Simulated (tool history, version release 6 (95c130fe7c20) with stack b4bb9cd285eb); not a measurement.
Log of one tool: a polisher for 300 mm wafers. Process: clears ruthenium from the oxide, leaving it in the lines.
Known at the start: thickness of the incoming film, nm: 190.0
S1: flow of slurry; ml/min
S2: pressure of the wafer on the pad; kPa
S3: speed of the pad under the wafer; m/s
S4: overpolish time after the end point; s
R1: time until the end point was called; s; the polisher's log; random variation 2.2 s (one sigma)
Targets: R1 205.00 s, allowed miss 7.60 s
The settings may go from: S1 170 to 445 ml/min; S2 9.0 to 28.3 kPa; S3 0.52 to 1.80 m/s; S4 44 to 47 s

run,day,S1,S2,S3,S4,R1
1,0.000,285,18.6,1.16,44,111.26
2,0.283,285,18.6,1.26,44,103.02
3,0.496,355,18.6,1.26,44,104.93
4,0.608,355,17.2,1.24,44,113.14
5,0.712,325,17.2,1.24,44,111.97
6,0.746,325,17.2,1.06,44,130.20
7,1.096,325,16.5,1.06,44,134.91
8,1.462,325,15.9,1.06,44,142.45
9,1.629,325,15.2,1.06,44,149.60
10,1.942,325,10.3,1.04,44,218.07

4 next moves are on the table. One of them brings every result within its allowed miss. Which?
A,2.254,290,12.4,0.92,44,?
B,2.254,340,9.7,1.06,47,?
C,2.254,365,11.0,1.14,44,?
D,2.254,355,10.3,1.20,44,?

move,R1
A,210.32
B,230.53
C,188.51
D,191.00
A: meets every target
B: further off than the last run
C: takes the result that was furthest off past its target
D: takes the result that was furthest off past its target
Move A is the one to make.
